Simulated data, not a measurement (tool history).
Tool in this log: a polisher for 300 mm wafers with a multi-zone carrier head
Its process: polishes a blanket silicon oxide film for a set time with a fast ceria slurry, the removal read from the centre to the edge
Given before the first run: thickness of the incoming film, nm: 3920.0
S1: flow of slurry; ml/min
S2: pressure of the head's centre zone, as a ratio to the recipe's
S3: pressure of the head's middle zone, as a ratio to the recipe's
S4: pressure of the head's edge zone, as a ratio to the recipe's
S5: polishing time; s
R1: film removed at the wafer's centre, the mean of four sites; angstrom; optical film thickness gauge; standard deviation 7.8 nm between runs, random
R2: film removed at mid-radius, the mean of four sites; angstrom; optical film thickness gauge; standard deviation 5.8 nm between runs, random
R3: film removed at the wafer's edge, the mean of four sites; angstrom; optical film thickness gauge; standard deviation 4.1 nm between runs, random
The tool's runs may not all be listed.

run 1 day=0 | S1=225 S2=1 S3=1 S4=1 S5=58 | R1=8203.4 R2=8680.9 R3=8573.6
run 2 day=0.208 | S1=220 S2=0.97 S3=0.99 S4=0.97 S5=56 | R1=7822.1 R2=8233 R3=8181.7
run 3 day=0.346 | S1=220 S2=0.97 S3=0.96 S4=0.97 S5=56 | R1=7765.6 R2=8092.1 R3=8248.5
run 4 day=0.567 | S1=215 S2=0.94 S3=0.97 S4=0.95 S5=54 | R1=7036.6 R2=7706.9 R3=7755.7
run 5 day=0.917 | S1=265 S2=0.94 S3=0.97 S4=0.95 S5=54 | R1=7417.7 R2=8136.9 R3=7928.1
run 6 day=1.025 | S1=265 S2=0.94 S3=0.97 S4=1.04 S5=54 | R1=7459.7 R2=8065.7 R3=8303.4
run 7 day=1.092 | S1=200 S2=0.84 S3=0.92 S4=0.94 S5=48 | R1=5645.2 R2=6554.8 R3=6783.2
run 8 day=1.454 | S1=200 S2=0.84 S3=0.92 S4=0.94 S5=48 | R1=5573.8 R2=6469.6 R3=6874.5
run 9 day=1.692 | S1=205 S2=0.85 S3=0.93 S4=0.93 S5=48 | R1=5781.7 R2=6643.6 R3=6747.4

What will run 10 give?
run 10 day=1.825 | S1=210 S2=0.85 S3=0.94 S4=0.93 S5=48 | R1=? R2=? R3=?

R1: 5649.8 angstrom
R2: 6760.6 angstrom
R3: 6746 angstrom

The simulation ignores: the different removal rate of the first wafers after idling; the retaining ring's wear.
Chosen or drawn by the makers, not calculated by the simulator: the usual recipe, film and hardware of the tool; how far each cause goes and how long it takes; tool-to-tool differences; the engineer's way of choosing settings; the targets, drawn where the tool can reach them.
